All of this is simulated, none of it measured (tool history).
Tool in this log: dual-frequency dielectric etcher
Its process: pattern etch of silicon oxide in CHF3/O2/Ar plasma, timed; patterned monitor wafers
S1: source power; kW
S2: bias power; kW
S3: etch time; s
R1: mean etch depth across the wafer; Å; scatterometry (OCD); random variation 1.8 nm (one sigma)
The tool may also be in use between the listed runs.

run 1 day=0.000 | S1=0.750 S2=0.158 S3=368.0 | R1=7110.8
run 2 day=0.171 | S1=0.820 S2=0.158 S3=368.0 | R1=7432.8
run 3 day=0.529 | S1=0.770 S2=0.158 S3=368.0 | R1=7154.8
run 4 day=0.896 | S1=0.720 S2=0.157 S3=368.0 | R1=6908.6
run 5 day=1.108 | S1=0.770 S2=0.157 S3=368.0 | R1=7185.7
run 6 day=1.271 | S1=0.720 S2=0.156 S3=368.0 | R1=6913.4
run 7 day=1.338 | S1=0.680 S2=0.156 S3=368.0 | R1=6774.4
run 8 day=1.621 | S1=0.650 S2=0.156 S3=368.0 | R1=6548.0
run 9 day=1.771 | S1=0.650 S2=0.156 S3=368.0 | R1=6604.0
run 10 day=1.829 | S1=0.630 S2=0.156 S3=368.0 | R1=6467.9

Run 11 is up next; what results do you expect?
run 11 day=1.962 | S1=0.620 S2=0.156 S3=368.0 | R1=?

R1: 6445.0 Å
